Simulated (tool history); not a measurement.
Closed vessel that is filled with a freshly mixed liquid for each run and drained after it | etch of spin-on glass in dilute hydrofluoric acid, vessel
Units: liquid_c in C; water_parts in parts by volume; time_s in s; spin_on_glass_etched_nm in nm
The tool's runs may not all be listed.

{"run": 1, "hour": 0.0, "liquid_c": 23.0, "water_parts": 235, "time_s": 475, "spin_on_glass_etched_nm": 66.3}
{"run": 2, "hour": 4.5, "liquid_c": 23.0, "water_parts": 235, "time_s": 515, "spin_on_glass_etched_nm": 72.601}
{"run": 3, "hour": 12.6, "liquid_c": 25.0, "water_parts": 200, "time_s": 515, "spin_on_glass_etched_nm": 96.036}
{"run": 4, "hour": 13.3, "liquid_c": 25.0, "water_parts": 200, "time_s": 475, "spin_on_glass_etched_nm": 88.729}
{"run": 5, "hour": 16.4, "liquid_c": 25.0, "water_parts": 200, "time_s": 515, "spin_on_glass_etched_nm": 95.067}
{"run": 6, "hour": 23.4, "liquid_c": 26.5, "water_parts": 180, "time_s": 515, "spin_on_glass_etched_nm": 114.93}
{"hour": 29.6, "done": "hydrofluoric acid flow meter replaced"}
{"run": 7, "hour": 29.6, "liquid_c": 28.0, "water_parts": 170, "time_s": 515, "spin_on_glass_etched_nm": 142.55}
{"run": 8, "hour": 35.8, "liquid_c": 28.5, "water_parts": 170, "time_s": 515, "spin_on_glass_etched_nm": 146.42}

Run 9 comes next. What will it give?
{"run": 9, "hour": 37.8, "liquid_c": 28.5, "water_parts": 170, "time_s": 515, "spin_on_glass_etched_nm": "?"}

spin_on_glass_etched_nm: 146.250 nm
